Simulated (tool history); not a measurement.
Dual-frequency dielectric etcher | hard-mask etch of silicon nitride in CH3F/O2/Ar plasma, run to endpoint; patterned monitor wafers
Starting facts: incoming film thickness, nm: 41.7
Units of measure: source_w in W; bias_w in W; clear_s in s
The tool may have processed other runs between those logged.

run 1 hour=0.0 | source_w=490 bias_w=88 | clear_s=52.251
run 2 hour=5.1 | source_w=440 bias_w=88 | clear_s=54.689
run 3 hour=6.7 | source_w=480 bias_w=89 | clear_s=52.051
run 4 hour=7.6 | source_w=410 bias_w=89 | clear_s=56.216
run 5 hour=12.0 | source_w=450 bias_w=90 | clear_s=53.556
run 6 hour=17.1 | source_w=450 bias_w=84 | clear_s=54.916

For run 7, what comes out?
run 7 hour=20.1 | source_w=480 bias_w=85 | clear_s=?

clear_s: 53.316 s

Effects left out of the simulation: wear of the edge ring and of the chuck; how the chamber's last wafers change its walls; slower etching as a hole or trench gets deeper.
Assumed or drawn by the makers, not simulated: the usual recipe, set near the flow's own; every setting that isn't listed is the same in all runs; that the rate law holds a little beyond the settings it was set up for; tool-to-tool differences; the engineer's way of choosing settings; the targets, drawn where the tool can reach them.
